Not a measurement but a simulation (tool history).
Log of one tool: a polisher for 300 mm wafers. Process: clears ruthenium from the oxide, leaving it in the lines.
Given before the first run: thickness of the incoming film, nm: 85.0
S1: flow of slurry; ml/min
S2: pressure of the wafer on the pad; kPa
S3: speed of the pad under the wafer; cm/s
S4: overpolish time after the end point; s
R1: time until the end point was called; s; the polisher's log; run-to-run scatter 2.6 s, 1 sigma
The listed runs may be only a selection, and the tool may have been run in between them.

{"run": 1, "hour": 0.0, "S1": 150, "S2": 13.8, "S3": 86, "S4": 41, "R1": 90.305}
{"run": 2, "hour": 6.7, "S1": 150, "S2": 13.8, "S3": 86, "S4": 41, "R1": 94.859}
{"run": 3, "hour": 13.7, "S1": 150, "S2": 13.8, "S3": 86, "S4": 45, "R1": 90.485}
{"run": 4, "hour": 22.3, "S1": 150, "S2": 15.9, "S3": 86, "S4": 45, "R1": 78.706}
{"run": 5, "hour": 24.9, "S1": 150, "S2": 15.9, "S3": 86, "S4": 41, "R1": 81.298}
{"run": 6, "hour": 32.4, "S1": 150, "S2": 17.9, "S3": 86, "S4": 41, "R1": 69.269}
{"run": 7, "hour": 41.1, "S1": 150, "S2": 15.9, "S3": 84, "S4": 41, "R1": 81.674}
{"run": 8, "hour": 48.2, "S1": 150, "S2": 14.5, "S3": 82, "S4": 41, "R1": 92.004}
{"run": 9, "hour": 56.8, "S1": 150, "S2": 13.1, "S3": 80, "S4": 41, "R1": 102.95}
{"run": 10, "hour": 62.6, "S1": 150, "S2": 12.4, "S3": 80, "S4": 41, "R1": 106.36}

Run 11 is up next; what results do you expect?
{"run": 11, "hour": 66.9, "S1": 150, "S2": 11.7, "S3": 80, "S4": 41, "R1": "?"}

Run 11 produced R1 116.000 s.
